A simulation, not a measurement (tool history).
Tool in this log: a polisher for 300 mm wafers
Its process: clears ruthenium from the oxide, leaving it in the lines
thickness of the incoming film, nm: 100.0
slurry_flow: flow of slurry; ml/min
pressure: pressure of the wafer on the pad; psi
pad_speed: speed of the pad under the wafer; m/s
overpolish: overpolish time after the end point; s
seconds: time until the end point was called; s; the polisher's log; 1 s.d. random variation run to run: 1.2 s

run  hour  slurry_flow  pressure  pad_speed  overpolish  seconds
  1   0.0          185       1.8       0.94          38   111.26
  2   4.8          185       1.8       0.94          41   111.72
  3  10.9          160       1.8       0.94          41   117.63
  4  15.1          160       1.8       0.84          41   126.13
  5  21.9          160       1.4       0.84          41   147.38
  6  29.1          160       1.1       0.84          41   168.18
  7  33.4          165       1.5       0.88          41   134.40

Forecast run 8:
  8  35.3          170       1.8       0.90          41        ?

{"run 8": {"seconds": 120.97}}

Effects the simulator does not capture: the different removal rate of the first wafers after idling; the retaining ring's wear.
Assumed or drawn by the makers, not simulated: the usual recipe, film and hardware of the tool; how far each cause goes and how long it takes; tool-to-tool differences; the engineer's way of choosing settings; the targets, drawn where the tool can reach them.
